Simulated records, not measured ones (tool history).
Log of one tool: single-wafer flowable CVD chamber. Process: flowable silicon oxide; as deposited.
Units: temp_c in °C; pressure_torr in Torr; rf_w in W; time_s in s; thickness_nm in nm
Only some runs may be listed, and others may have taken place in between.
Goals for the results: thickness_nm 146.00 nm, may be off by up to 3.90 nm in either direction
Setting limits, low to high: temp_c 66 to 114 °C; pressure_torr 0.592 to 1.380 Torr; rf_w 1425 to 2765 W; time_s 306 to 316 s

run	hour	temp_c	pressure_torr	rf_w	time_s	thickness_nm
1	0.0	90	0.986	2095	306	325.49
2	8.2	90	0.825	2095	306	277.11
3	15.8	90	0.825	2095	316	287.07
4	23.7	97	0.822	2095	316	231.00
# hour 31.8: RF generator calibrated
5	31.8	92	0.822	2095	316	273.19
6	39.2	92	0.645	2095	316	219.37
7	43.3	96	0.643	2095	316	193.48
8	51.3	99	0.642	2095	316	174.40
9	59.3	101	0.641	2095	316	164.84
10	66.7	106	0.639	2095	316	139.41

4 next moves are on the table. One of them brings every result within its allowed miss. Which?
A	74.1	111	0.727	2000	306	?
B	74.1	105	0.602	2110	306	?
C	74.1	107	0.640	1905	306	?
D	74.1	105	0.653	1980	316	?

move	thickness_nm
A	127.96
B	132.47
C	128.43
D	144.96
A: further off than the last run
B: further off than the last run
C: further off than the last run
D: each result inside its tolerance
Answer: D
